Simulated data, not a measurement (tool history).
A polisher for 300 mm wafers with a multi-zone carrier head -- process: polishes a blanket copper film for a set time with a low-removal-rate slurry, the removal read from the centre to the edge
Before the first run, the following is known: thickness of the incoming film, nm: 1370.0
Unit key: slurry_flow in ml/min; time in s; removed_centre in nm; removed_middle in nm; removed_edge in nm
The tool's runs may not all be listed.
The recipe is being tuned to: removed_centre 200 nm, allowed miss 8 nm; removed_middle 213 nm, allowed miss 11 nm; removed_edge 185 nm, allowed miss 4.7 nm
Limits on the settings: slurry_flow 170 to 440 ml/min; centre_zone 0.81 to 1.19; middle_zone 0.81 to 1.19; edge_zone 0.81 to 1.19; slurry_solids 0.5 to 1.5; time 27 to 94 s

run 1 hour=0 | slurry_flow=280 centre_zone=1 middle_zone=1 edge_zone=1 slurry_solids=1 time=60 | removed_centre=232.16 removed_middle=229.28 removed_edge=237.84
run 2 hour=8.1 | slurry_flow=280 centre_zone=1 middle_zone=1.01 edge_zone=0.98 slurry_solids=0.95 time=59 | removed_centre=229.12 removed_middle=228.4 removed_edge=228.71
run 3 hour=11.8 | slurry_flow=280 centre_zone=1 middle_zone=1.07 edge_zone=0.98 slurry_solids=0.95 time=59 | removed_centre=225.77 removed_middle=241.17 removed_edge=230.54
run 4 hour=18.5 | slurry_flow=280 centre_zone=1 middle_zone=1.01 edge_zone=0.98 slurry_solids=0.95 time=59 | removed_centre=229.34 removed_middle=229.22 removed_edge=226.94
run 5 hour=24 | slurry_flow=275 centre_zone=0.99 middle_zone=1 edge_zone=0.96 slurry_solids=0.9 time=59 | removed_centre=221.16 removed_middle=215.92 removed_edge=222.14
run 6 hour=30.2 | slurry_flow=275 centre_zone=0.99 middle_zone=1 edge_zone=0.96 slurry_solids=0.9 time=74 | removed_centre=276.61 removed_middle=280.86 removed_edge=277.94
run 7 hour=33.9 | slurry_flow=275 centre_zone=0.99 middle_zone=1.01 edge_zone=0.94 slurry_solids=0.85 time=72 | removed_centre=273.18 removed_middle=269.35 removed_edge=265.18
run 8 hour=42.5 | slurry_flow=270 centre_zone=0.89 middle_zone=1.11 edge_zone=0.84 slurry_solids=0.6 time=55 | removed_centre=170.25 removed_middle=199.71 removed_edge=176.64
run 9 hour=48 | slurry_flow=275 centre_zone=0.91 middle_zone=1.11 edge_zone=0.84 slurry_solids=0.6 time=55 | removed_centre=170.5 removed_middle=200.27 removed_edge=176.85
run 10 hour=54.2 | slurry_flow=280 centre_zone=0.93 middle_zone=1.11 edge_zone=0.84 slurry_solids=0.6 time=55 | removed_centre=177.21 removed_middle=206.03 removed_edge=176.31
run 11 hour=61.8 | slurry_flow=285 centre_zone=0.94 middle_zone=1.1 edge_zone=0.85 slurry_solids=0.6 time=55 | removed_centre=180.13 removed_middle=202.56 removed_edge=177.64
run 12 hour=67.6 | slurry_flow=285 centre_zone=0.94 middle_zone=1.1 edge_zone=0.85 slurry_solids=0.6 time=55 | removed_centre=178.81 removed_middle=208.54 removed_edge=176.86
run 13 hour=69 | slurry_flow=285 centre_zone=0.95 middle_zone=1.09 edge_zone=0.86 slurry_solids=0.6 time=55 | removed_centre=179.17 removed_middle=199.46 removed_edge=177.49
run 14 hour=71.4 | slurry_flow=285 centre_zone=0.95 middle_zone=1.09 edge_zone=0.86 slurry_solids=0.6 time=55 | removed_centre=181.51 removed_middle=195.99 removed_edge=178.08
run 15 hour=77.8 | slurry_flow=290 centre_zone=0.96 middle_zone=1.1 edge_zone=0.86 slurry_solids=0.6 time=55 | removed_centre=181.04 removed_middle=202.55 removed_edge=180.17
run 16 hour=86.2 | slurry_flow=295 centre_zone=0.97 middle_zone=1.1 edge_zone=0.86 slurry_solids=0.6 time=55 | removed_centre=183.37 removed_middle=200.39 removed_edge=178.79
run 17 hour=87.3 | slurry_flow=295 centre_zone=0.98 middle_zone=1.11 edge_zone=0.86 slurry_solids=0.6 time=55 | removed_centre=189.86 removed_middle=201.2 removed_edge=179.7
run 18 hour=93.1 | slurry_flow=300 centre_zone=0.98 middle_zone=1.12 edge_zone=0.86 slurry_solids=0.6 time=55 | removed_centre=186.98 removed_middle=203.01 removed_edge=182.69
run 19 hour=100 | slurry_flow=300 centre_zone=0.99 middle_zone=1.12 edge_zone=0.85 slurry_solids=0.6 time=55 | removed_centre=189.88 removed_middle=201.97 removed_edge=178.77
run 20 hour=108.8 | slurry_flow=305 centre_zone=0.99 middle_zone=1.13 edge_zone=0.85 slurry_solids=0.6 time=55 | removed_centre=191.07 removed_middle=204.16 removed_edge=180.18

Pick the move, out of 5, that brings all results within their allowed miss; only one does.
run A hour=117.6 | slurry_flow=320 centre_zone=1.16 middle_zone=1.15 edge_zone=0.81 slurry_solids=0.65 time=54 | removed_centre=? removed_middle=? removed_edge=?
run B hour=117.6 | slurry_flow=260 centre_zone=1.05 middle_zone=1.18 edge_zone=0.81 slurry_solids=0.55 time=57 | removed_centre=? removed_middle=? removed_edge=?
run C hour=117.6 | slurry_flow=275 centre_zone=1.17 middle_zone=1.18 edge_zone=0.81 slurry_solids=0.6 time=55 | removed_centre=? removed_middle=? removed_edge=?
run D hour=117.6 | slurry_flow=290 centre_zone=1.04 middle_zone=1.16 edge_zone=0.92 slurry_solids=0.65 time=54 | removed_centre=? removed_middle=? removed_edge=?
run E hour=117.6 | slurry_flow=300 centre_zone=1.05 middle_zone=1.18 edge_zone=0.81 slurry_solids=0.6 time=54 | removed_centre=? removed_middle=? removed_edge=?

move=A removed_centre=225.38 removed_middle=211.91 removed_edge=175.69
move=B removed_centre=201.6 removed_middle=214.7 removed_edge=174.9
move=C removed_centre=223.26 removed_middle=212.95 removed_edge=173.33
move=D removed_centre=199.83 removed_middle=211.56 removed_edge=184.69
move=E removed_centre=198.5 removed_middle=211.06 removed_edge=171.32
A: carries the result that was furthest off beyond its target, to the other side
B: corrects the largest miss of the last run, while another result sits out of spec
C: carries the result that was furthest off beyond its target, to the other side
D: all results in spec
E: corrects the largest miss of the last run, while another result sits out of spec
Go with D: it meets all targets.
